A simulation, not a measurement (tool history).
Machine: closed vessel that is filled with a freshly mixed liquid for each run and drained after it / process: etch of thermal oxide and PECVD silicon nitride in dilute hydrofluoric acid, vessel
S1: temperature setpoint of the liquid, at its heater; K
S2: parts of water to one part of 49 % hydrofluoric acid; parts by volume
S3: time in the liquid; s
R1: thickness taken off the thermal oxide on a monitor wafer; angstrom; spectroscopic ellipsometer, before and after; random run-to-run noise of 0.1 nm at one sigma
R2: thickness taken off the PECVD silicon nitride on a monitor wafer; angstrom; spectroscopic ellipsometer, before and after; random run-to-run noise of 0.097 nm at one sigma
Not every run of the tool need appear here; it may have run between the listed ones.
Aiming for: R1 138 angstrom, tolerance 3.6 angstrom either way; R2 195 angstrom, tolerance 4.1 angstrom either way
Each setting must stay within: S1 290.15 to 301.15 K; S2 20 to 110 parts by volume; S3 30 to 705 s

run,day,S1,S2,S3,R1,R2
1,0,293.15,60,360,252.23,301.89
2,0.196,293.65,70,365,221.28,276.9
3,0.388,291.15,70,365,197.86,231.26
4,0.412,291.65,75,370,191.26,227.6
5,0.454,291.65,75,425,221.17,261.37
# day 0.517: hydrofluoric acid flow meter replaced
6,0.517,291.65,95,425,154.38,192.49
7,0.725,292.15,100,430,152.95,192.61
8,0.858,292.65,100,425,155.1,197.55
9,1.004,293.15,100,420,155.85,201.24
10,1.108,293.65,100,415,158.73,206.67
11,1.392,294.15,100,410,157.87,210.26

Pick the move, out of 4, that brings all results within their allowed miss; only one does.
A,1.675,295.65,110,375,?,?
B,1.675,299.15,105,330,?,?
C,1.675,293.15,95,390,?,?
D,1.675,300.65,105,305,?,?

move,R1,R2
A,137.95,193.95
B,146.83,224.79
C,152.72,196.78
D,143.77,228.8
A: all results land within tolerance of their targets
B: misses by more than the last run did
C: closes in on the targets versus the last run, not all within tolerance yet
D: misses by more than the last run did
Correct choice: A, which meets every target

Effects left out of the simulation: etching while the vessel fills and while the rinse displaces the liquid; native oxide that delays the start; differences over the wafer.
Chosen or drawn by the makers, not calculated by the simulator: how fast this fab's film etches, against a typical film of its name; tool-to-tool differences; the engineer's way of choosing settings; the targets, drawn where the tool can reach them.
